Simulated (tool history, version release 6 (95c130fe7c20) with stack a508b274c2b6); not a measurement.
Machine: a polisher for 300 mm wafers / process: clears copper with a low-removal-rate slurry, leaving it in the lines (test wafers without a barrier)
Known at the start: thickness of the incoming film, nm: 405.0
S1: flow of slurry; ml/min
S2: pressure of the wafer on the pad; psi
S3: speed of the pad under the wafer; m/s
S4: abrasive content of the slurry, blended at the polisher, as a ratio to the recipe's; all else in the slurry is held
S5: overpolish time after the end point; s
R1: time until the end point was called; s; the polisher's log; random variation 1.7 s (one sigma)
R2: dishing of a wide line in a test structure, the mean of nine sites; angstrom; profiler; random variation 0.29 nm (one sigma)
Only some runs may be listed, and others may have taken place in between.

Run 1, hour 0.0: S1 155 ml/min, S2 2.9 psi, S3 1.04 m/s, S4 1.00, S5 25 s. Result: R1 112.87 s, R2 492.98 angstrom.
Run 2, hour 2.3: S1 155 ml/min, S2 2.9 psi, S3 1.04 m/s, S4 1.15, S5 25 s. Result: R1 114.56 s, R2 498.68 angstrom.
Run 3, hour 10.0: S1 155 ml/min, S2 2.7 psi, S3 1.02 m/s, S4 1.10, S5 23 s. Result: R1 123.15 s, R2 423.08 angstrom.
Run 4, hour 17.8: S1 155 ml/min, S2 2.7 psi, S3 1.22 m/s, S4 1.10, S5 23 s. Result: R1 105.10 s, R2 465.85 angstrom.
Run 5, hour 24.1: S1 150 ml/min, S2 2.5 psi, S3 1.20 m/s, S4 1.05, S5 21 s. Result: R1 115.27 s, R2 421.67 angstrom.
Run 6, hour 25.2: S1 160 ml/min, S2 2.4 psi, S3 1.16 m/s, S4 1.10, S5 20 s. Result: R1 122.50 s, R2 390.92 angstrom.
Run 7, hour 34.1: S1 155 ml/min, S2 2.3 psi, S3 1.14 m/s, S4 1.05, S5 19 s. Result: R1 131.06 s, R2 347.70 angstrom.
Run 8, hour 41.3: S1 150 ml/min, S2 2.2 psi, S3 1.14 m/s, S4 1.00, S5 18 s. Result: R1 135.86 s, R2 324.97 angstrom.
Run 9, hour 50.2: S1 145 ml/min, S2 2.1 psi, S3 1.12 m/s, S4 0.95, S5 17 s. Result: R1 150.05 s, R2 282.57 angstrom.

Expected results for the next run?
Run 10, hour 52.9: S1 100 ml/min, S2 1.5 psi, S3 1.16 m/s, S4 0.70, S5 8 s. Result: R1 ?, R2 ?.

Logged for run 10: R1 218.03 s, R2 100.14 angstrom.
